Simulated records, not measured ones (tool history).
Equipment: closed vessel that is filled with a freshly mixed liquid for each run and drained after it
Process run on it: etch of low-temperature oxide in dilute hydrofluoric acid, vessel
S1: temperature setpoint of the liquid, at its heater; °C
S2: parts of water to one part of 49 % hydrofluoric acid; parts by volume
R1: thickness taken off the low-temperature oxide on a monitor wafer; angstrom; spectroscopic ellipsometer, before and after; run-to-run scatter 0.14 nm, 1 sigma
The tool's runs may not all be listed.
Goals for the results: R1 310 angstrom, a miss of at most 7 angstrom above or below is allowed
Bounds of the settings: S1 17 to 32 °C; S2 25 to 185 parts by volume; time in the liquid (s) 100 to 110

run 1 day=0 | S1=24 S2=105 time_in_the_liquid_(s)=100 | R1=161.16
run 2 day=0.325 | S1=25 S2=100 time_in_the_liquid_(s)=100 | R1=178.39
run 3 day=0.55 | S1=25 S2=100 time_in_the_liquid_(s)=110 | R1=194.16
run 4 day=0.617 | S1=26 S2=95 time_in_the_liquid_(s)=110 | R1=214.73
run 5 day=0.817 | S1=26.5 S2=90 time_in_the_liquid_(s)=110 | R1=231.78
run 6 day=1.138 | S1=26.5 S2=115 time_in_the_liquid_(s)=110 | R1=176.71
run 7 day=1.508 | S1=27 S2=110 time_in_the_liquid_(s)=110 | R1=189.21
run 8 day=1.771 | S1=27.5 S2=105 time_in_the_liquid_(s)=110 | R1=203.93
run 9 day=2.067 | S1=28 S2=100 time_in_the_liquid_(s)=110 | R1=219.6
run 10 day=2.15 | S1=28.5 S2=95 time_in_the_liquid_(s)=110 | R1=237.23
run 11 day=2.358 | S1=29 S2=95 time_in_the_liquid_(s)=110 | R1=241.42
run 12 day=2.592 | S1=29.5 S2=95 time_in_the_liquid_(s)=110 | R1=246.63
run 13 day=2.883 | S1=30 S2=95 time_in_the_liquid_(s)=110 | R1=252.21
-- day=3.154 thermometer replaced
run 14 day=3.154 | S1=30.5 S2=95 time_in_the_liquid_(s)=110 | R1=275.72
run 15 day=3.2 | S1=31.5 S2=95 time_in_the_liquid_(s)=110 | R1=287.39
run 16 day=3.55 | S1=31.5 S2=95 time_in_the_liquid_(s)=110 | R1=286.96

Of the 4 settings listed for the next run, only one would bring every result within its allowed miss of target. Which one?
run A day=3.9 | S1=31 S2=85 time_in_the_liquid_(s)=100 | R1=?
run B day=3.9 | S1=28.5 S2=80 time_in_the_liquid_(s)=110 | R1=?
run C day=3.9 | S1=32 S2=95 time_in_the_liquid_(s)=110 | R1=?
run D day=3.9 | S1=31 S2=100 time_in_the_liquid_(s)=105 | R1=?

move=A R1=291.35
move=B R1=311.77
move=C R1=293.25
move=D R1=254.38
A: gains on the last run, yet a result remains outside its allowed miss
B: hits every target within its allowed miss
C: gains on the last run, yet a result remains outside its allowed miss
D: further off than the last run
The move that meets every target is B.
